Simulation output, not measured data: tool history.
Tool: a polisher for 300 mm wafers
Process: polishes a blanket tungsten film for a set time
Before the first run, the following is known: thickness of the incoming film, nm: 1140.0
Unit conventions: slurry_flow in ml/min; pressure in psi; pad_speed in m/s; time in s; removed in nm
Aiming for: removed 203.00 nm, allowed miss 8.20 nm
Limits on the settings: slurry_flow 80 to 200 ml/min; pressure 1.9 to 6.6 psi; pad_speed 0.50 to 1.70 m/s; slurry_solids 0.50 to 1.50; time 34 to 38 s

run 1 hour=0.0 | slurry_flow=130 pressure=4.2 pad_speed=1.10 slurry_solids=1.00 time=38 | removed=262.96
run 2 hour=3.4 | slurry_flow=130 pressure=4.0 pad_speed=1.10 slurry_solids=1.00 time=38 | removed=246.51
run 3 hour=5.3 | slurry_flow=130 pressure=3.9 pad_speed=1.10 slurry_solids=1.00 time=38 | removed=243.51
run 4 hour=10.6 | slurry_flow=130 pressure=3.9 pad_speed=1.20 slurry_solids=1.00 time=38 | removed=263.14
run 5 hour=12.2 | slurry_flow=160 pressure=3.9 pad_speed=1.20 slurry_solids=1.00 time=38 | removed=273.78
run 6 hour=17.6 | slurry_flow=160 pressure=4.5 pad_speed=1.20 slurry_solids=1.00 time=38 | removed=305.97
run 7 hour=23.7 | slurry_flow=160 pressure=4.2 pad_speed=1.20 slurry_solids=1.00 time=38 | removed=290.69
run 8 hour=28.0 | slurry_flow=160 pressure=3.9 pad_speed=1.20 slurry_solids=1.00 time=38 | removed=273.36
run 9 hour=37.1 | slurry_flow=160 pressure=3.7 pad_speed=1.20 slurry_solids=1.00 time=38 | removed=256.09
run 10 hour=39.9 | slurry_flow=160 pressure=3.6 pad_speed=1.20 slurry_solids=1.00 time=38 | removed=253.32
run 11 hour=46.9 | slurry_flow=160 pressure=3.4 pad_speed=1.20 slurry_solids=1.00 time=38 | removed=240.79
run 12 hour=54.4 | slurry_flow=140 pressure=2.7 pad_speed=1.20 slurry_solids=1.00 time=38 | removed=194.77
run 13 hour=61.4 | slurry_flow=140 pressure=2.7 pad_speed=1.20 slurry_solids=1.00 time=38 | removed=192.80

Consider the 4 candidate settings below. Which is the only one whose results all fall within their allowed miss of target?
run A hour=68.4 | slurry_flow=115 pressure=2.9 pad_speed=1.52 slurry_solids=1.00 time=35 | removed=?
run B hour=68.4 | slurry_flow=140 pressure=3.3 pad_speed=1.16 slurry_solids=0.75 time=38 | removed=?
run C hour=68.4 | slurry_flow=145 pressure=2.6 pad_speed=1.38 slurry_solids=0.95 time=34 | removed=?
run D hour=68.4 | slurry_flow=125 pressure=2.6 pad_speed=1.38 slurry_solids=1.05 time=34 | removed=?

move=A removed=213.40
move=B removed=201.77
move=C removed=180.94
move=D removed=180.95
A: takes the result that was furthest off past its target
B: hits every target within its allowed miss
C: further off than the last run
D: further off than the last run
B is the move that brings every result within its allowed miss.
